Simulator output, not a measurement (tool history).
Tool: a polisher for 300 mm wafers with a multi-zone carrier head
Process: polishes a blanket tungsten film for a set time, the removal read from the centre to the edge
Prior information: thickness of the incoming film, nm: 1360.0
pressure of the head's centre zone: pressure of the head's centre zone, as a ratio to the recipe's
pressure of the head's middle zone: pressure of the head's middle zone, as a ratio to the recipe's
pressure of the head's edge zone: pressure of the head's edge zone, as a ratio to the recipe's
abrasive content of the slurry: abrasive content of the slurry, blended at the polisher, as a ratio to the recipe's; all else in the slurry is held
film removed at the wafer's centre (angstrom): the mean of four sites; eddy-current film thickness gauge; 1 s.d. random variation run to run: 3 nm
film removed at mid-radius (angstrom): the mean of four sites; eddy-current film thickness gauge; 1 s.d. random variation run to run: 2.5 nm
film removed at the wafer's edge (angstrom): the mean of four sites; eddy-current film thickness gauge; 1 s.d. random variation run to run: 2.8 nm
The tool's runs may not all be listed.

run    day  flow of slurry (ml/min)  pressure of the head's centre zone  pressure of the head's middle zone  pressure of the head's edge zone  abrasive content of the slurry  polishing time (s)  film removed at the wafer's centre (angstrom)  film removed at mid-radius (angstrom)  film removed at the wafer's edge (angstrom)
  1      0                      270                                   1                                   1                                 1                               1                  76                                         4924.3                                 4980.5                                       5043.5
  2  0.254                      270                                   1                                   1                                 1                            0.85                  76                                         4746.1                                 4896.4                                       4889.5
  3  0.546                      260                                0.97                                   1                              0.99                             0.8                  72                                         4346.8                                 4591.4                                       4501.5
  4  0.804                      260                                0.97                                   1                              0.93                             0.8                  72                                         4352.1                                 4571.9                                       4402.3
  5  1.054                      250                                0.94                                   1                              0.96                            0.75                  69                                         3952.3                                 4328.7                                         4287
  6  1.171                      250                                0.94                                   1                              0.96                            0.95                  69                                         4055.8                                 4544.9                                       4435.2
  7  1.446                      250                                0.94                                   1                              0.96                            0.95                  69                                         4057.3                                 4482.8                                       4438.5
  8  1.608                      240                                0.92                                   1                              0.95                             0.9                  67                                         3921.1                                 4312.9                                       4224.9
  9  1.979                      260                                 0.9                                1.01                              0.96                            0.85                  64                                         3603.8                                 4146.4                                       4007.4
 10  2.129                      255                                0.88                                1.01                              0.97                             0.8                  62                                           3388                                 3955.3                                       3851.6
 11  2.433                      255                                0.88                                1.01                              0.97                             0.8                  62                                         3420.1                                 3954.2                                       3862.1
 12  2.546                      245                                0.87                                1.02                              0.99                            0.75                  60                                         3166.5                                 3787.2                                       3717.2

Run 13 has not been measured yet. What should we expect?
 13  2.596                      240                                0.86                                1.02                              0.99                             0.7                  60                                              ?                                      ?                                            ?

{"run 13": {"film removed at the wafer's centre (angstrom)": 3103.9, "film removed at mid-radius (angstrom)": 3754.6, "film removed at the wafer's edge (angstrom)": 3732.2}}
